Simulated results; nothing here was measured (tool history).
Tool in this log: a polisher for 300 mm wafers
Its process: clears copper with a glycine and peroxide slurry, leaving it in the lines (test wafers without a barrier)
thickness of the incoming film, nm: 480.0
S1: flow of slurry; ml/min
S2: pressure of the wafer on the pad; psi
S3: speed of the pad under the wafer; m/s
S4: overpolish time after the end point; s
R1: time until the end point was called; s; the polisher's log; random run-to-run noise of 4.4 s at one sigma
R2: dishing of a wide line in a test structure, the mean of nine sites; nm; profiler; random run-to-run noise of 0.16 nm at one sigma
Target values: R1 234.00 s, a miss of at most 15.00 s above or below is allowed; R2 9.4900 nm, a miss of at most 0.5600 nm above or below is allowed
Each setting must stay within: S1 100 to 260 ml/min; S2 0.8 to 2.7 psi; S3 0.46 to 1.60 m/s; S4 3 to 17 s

run,day,S1,S2,S3,S4,R1,R2
1,0.000,165,1.7,1.02,9,144.30,16.9460
2,0.033,165,1.7,1.02,7,144.90,14.0720
3,0.296,205,1.7,1.02,7,139.52,14.6270
4,0.654,205,1.7,1.02,5,142.43,11.2170
5,0.788,205,1.7,0.88,5,155.31,10.4730
6,0.921,205,1.7,1.04,5,135.94,11.2700
7,1.238,205,1.6,1.02,5,140.71,10.4950
8,1.596,200,1.5,0.94,6,161.52,11.1740
9,1.875,200,1.4,0.92,6,175.76,10.4100
10,2.233,200,1.3,0.90,6,179.84,10.3020
# day 2.304: head pressure recalibrated
11,2.304,200,1.2,0.88,6,210.96,9.5856
12,2.579,195,1.1,0.88,6,221.73,8.7743

Which single option among these 4 for the next run brings every result within its allowed miss of target? Just one does.
A,2.854,165,1.1,0.86,5,?,?
B,2.854,220,1.2,0.68,7,?,?
C,2.854,195,1.1,0.86,6,?,?
D,2.854,230,0.9,0.96,6,?,?

move,R1,R2
A,221.02,7.3210
B,230.68,9.5628
C,216.26,8.7822
D,225.08,8.4488
A: moves away from the targets compared with the last run
B: every result within its allowed miss
C: as far off as the last run
D: moves away from the targets compared with the last run
Correct choice: B, which meets every target

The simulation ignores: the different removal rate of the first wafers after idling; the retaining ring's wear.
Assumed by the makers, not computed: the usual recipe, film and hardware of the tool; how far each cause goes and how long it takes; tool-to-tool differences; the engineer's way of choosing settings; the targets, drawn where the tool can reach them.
